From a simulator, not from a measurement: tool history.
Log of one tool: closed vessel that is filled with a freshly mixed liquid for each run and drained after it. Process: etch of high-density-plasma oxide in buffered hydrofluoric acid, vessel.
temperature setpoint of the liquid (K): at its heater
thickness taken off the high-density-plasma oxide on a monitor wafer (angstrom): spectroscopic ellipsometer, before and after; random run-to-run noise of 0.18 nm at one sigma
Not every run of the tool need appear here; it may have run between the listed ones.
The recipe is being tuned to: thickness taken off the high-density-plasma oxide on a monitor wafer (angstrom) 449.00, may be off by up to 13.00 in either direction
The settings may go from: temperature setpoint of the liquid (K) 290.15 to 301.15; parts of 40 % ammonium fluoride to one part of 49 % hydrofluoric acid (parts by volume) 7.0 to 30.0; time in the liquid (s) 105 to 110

run,hour,temperature setpoint of the liquid (K),parts of 40 % ammonium fluoride to one part of 49 % hydrofluoric acid (parts by volume),time in the liquid (s),thickness taken off the high-density-plasma oxide on a monitor wafer (angstrom)
1,0.0,293.15,19.0,105,680.31
2,4.1,293.15,19.0,105,680.68
3,9.5,293.15,19.0,105,680.78
4,11.2,292.15,20.5,105,604.12
5,14.1,292.15,26.0,105,512.77
6,16.3,295.15,26.0,105,602.42
7,20.3,295.15,26.0,105,604.56
8,22.9,293.65,26.0,105,555.86
9,30.1,292.65,26.0,105,524.90

Which one of the following 4 next-run settings gets every result inside its allowed miss? There is exactly one.
A,37.3,295.65,26.5,110,?
B,37.3,291.65,23.5,110,?
C,37.3,291.65,29.5,105,?
D,37.3,292.15,29.0,110,?

move,thickness taken off the high-density-plasma oxide on a monitor wafer (angstrom)
A,645.25
B,560.18
C,456.84
D,498.24
A: the biggest miss grows against the last run
B: the biggest miss grows against the last run
C: hits every target within its allowed miss
D: moves toward the targets from the last run without getting all of them in spec
So the answer is move C, the one that meets all the targets.
